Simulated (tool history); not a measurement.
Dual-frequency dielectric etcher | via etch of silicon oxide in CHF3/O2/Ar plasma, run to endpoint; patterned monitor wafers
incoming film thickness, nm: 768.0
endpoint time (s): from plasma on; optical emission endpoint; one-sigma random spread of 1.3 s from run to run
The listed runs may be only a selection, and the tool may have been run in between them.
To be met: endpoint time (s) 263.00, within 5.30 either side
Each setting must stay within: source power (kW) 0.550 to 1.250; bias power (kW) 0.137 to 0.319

run 1 hour=0.0 | source_power_(kW)=0.900 bias_power_(kW)=0.228 | endpoint_time_(s)=298.66
run 2 hour=1.2 | source_power_(kW)=0.760 bias_power_(kW)=0.228 | endpoint_time_(s)=325.33
run 3 hour=2.8 | source_power_(kW)=0.690 bias_power_(kW)=0.228 | endpoint_time_(s)=337.45
run 4 hour=4.8 | source_power_(kW)=0.690 bias_power_(kW)=0.191 | endpoint_time_(s)=366.07
run 5 hour=12.8 | source_power_(kW)=0.770 bias_power_(kW)=0.194 | endpoint_time_(s)=339.58
run 6 hour=19.1 | source_power_(kW)=0.830 bias_power_(kW)=0.196 | endpoint_time_(s)=328.54
run 7 hour=22.8 | source_power_(kW)=0.880 bias_power_(kW)=0.198 | endpoint_time_(s)=316.35
run 8 hour=25.7 | source_power_(kW)=0.880 bias_power_(kW)=0.198 | endpoint_time_(s)=317.96
run 9 hour=27.3 | source_power_(kW)=0.920 bias_power_(kW)=0.200 | endpoint_time_(s)=311.06
run 10 hour=32.5 | source_power_(kW)=0.960 bias_power_(kW)=0.202 | endpoint_time_(s)=301.66

Which single option among these 4 for the next run brings every result within its allowed miss of target? Just one does.
run A hour=37.7 | source_power_(kW)=0.920 bias_power_(kW)=0.190 | endpoint_time_(s)=?
run B hour=37.7 | source_power_(kW)=1.060 bias_power_(kW)=0.251 | endpoint_time_(s)=?
run C hour=37.7 | source_power_(kW)=1.110 bias_power_(kW)=0.264 | endpoint_time_(s)=?
run D hour=37.7 | source_power_(kW)=1.100 bias_power_(kW)=0.265 | endpoint_time_(s)=?

move=A endpoint_time_(s)=313.17
move=B endpoint_time_(s)=262.67
move=C endpoint_time_(s)=252.04
move=D endpoint_time_(s)=252.75
A: lands further from the targets than the last run did
B: meets every target
C: moves the result that the last run missed by most past its target, out the other side
D: moves the result that the last run missed by most past its target, out the other side
B is the move that brings every result within its allowed miss.

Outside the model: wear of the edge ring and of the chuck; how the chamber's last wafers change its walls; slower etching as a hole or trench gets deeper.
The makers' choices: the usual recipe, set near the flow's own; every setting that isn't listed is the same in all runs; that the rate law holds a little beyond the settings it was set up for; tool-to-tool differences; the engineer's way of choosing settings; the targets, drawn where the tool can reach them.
